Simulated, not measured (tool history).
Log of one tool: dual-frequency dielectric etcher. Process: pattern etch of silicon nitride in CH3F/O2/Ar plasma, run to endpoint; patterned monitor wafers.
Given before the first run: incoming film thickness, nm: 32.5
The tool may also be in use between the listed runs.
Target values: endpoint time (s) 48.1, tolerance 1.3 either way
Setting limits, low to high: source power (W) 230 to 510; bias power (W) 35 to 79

| run | hour | source power (W) | bias power (W) | endpoint time (s) |
|---|---|---|---|---|
| 1 | 0 | 370 | 57 | 56.017 |
| 2 | 7.4 | 390 | 58 | 55.153 |
| 3 | 15.2 | 390 | 66 | 52.402 |
| 4 | 23.6 | 360 | 66 | 54.849 |
| 5 | 28.5 | 360 | 70 | 52.997 |
| 6 | 36.5 | 380 | 70 | 52.265 |
| 7 | 44.8 | 390 | 71 | 51.345 |
| 8 | 51.3 | 400 | 72 | 51.409 |
| 9 | 57.7 | 400 | 72 | 50.219 |
| 10 | 65.3 | 410 | 72 | 50.619 |
| 11 | 69.5 | 420 | 73 | 49.653 |
|  | 74.8 | bias power generator calibrated |
| 12 | 74.8 | 430 | 73 | 49.911 |

4 candidate next runs follow, results not yet known. Just one meets every target within its allowed miss. Identify it.
| A | 80.1 | 360 | 79 | ? |
| B | 80.1 | 390 | 70 | ? |
| C | 80.1 | 410 | 66 | ? |
| D | 80.1 | 440 | 79 | ? |

| move | endpoint time (s) |
|---|---|
| A | 52.584 |
| B | 52.869 |
| C | 52.755 |
| D | 48.913 |
A: lands further from the targets than the last run did
B: lands further from the targets than the last run did
C: lands further from the targets than the last run did
D: all results land within tolerance of their targets
Go with D: it meets all targets.

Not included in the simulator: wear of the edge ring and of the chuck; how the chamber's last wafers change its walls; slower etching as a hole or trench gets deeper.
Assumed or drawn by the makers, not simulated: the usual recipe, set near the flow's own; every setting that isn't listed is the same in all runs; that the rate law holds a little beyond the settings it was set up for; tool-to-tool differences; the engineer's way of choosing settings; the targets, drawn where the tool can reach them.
